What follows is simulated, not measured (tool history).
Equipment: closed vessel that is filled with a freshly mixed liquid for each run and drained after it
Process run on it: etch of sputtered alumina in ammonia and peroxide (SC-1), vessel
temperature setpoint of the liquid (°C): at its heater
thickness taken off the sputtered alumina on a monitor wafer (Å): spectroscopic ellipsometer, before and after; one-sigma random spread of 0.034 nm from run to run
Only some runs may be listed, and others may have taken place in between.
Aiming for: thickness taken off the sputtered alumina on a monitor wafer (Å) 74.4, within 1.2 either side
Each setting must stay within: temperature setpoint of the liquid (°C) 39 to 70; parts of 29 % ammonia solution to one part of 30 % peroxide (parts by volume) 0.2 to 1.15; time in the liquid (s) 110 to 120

run,hour,temperature setpoint of the liquid (°C),parts of 29 % ammonia solution to one part of 30 % peroxide (parts by volume),time in the liquid (s),thickness taken off the sputtered alumina on a monitor wafer (Å)
1,0,55,0.65,110,119.85
2,9.2,53.5,0.65,110,111
3,17.2,52,0.65,110,102.24
4,18.7,51,0.65,110,97.648
5,25.6,50,0.65,110,91.472
6,33.9,50,0.65,120,99.738
7,39.5,49,0.65,120,94.541
8,46.5,48,0.65,120,90.088
9,49.3,47.5,0.65,120,87.719
10,53.2,47,0.65,120,85.184
11,62.3,46.5,0.65,120,82.085
12,68.3,46,0.65,120,79.91
13,69.9,45.5,0.65,120,77.574
14,73.4,45.5,0.65,120,77.873
15,81.7,45,0.65,120,75.9

Pick the move, out of 5, that brings all results within their allowed miss; only one does.
A,90,46,0.75,115,?
B,90,47.5,0.2,110,?
C,90,46,0.65,115,?
D,90,47,0.4,110,?
E,90,45,0.6,115,?

move,thickness taken off the sputtered alumina on a monitor wafer (Å)
A,77.967
B,71.538
C,76.912
D,74.317
E,72.116
A: its largest miss is bigger than the last run's
B: pushes the last run's worst result past its target
C: its largest miss is bigger than the last run's
D: all results in spec
E: pushes the last run's worst result past its target
Go with D: it meets all targets.

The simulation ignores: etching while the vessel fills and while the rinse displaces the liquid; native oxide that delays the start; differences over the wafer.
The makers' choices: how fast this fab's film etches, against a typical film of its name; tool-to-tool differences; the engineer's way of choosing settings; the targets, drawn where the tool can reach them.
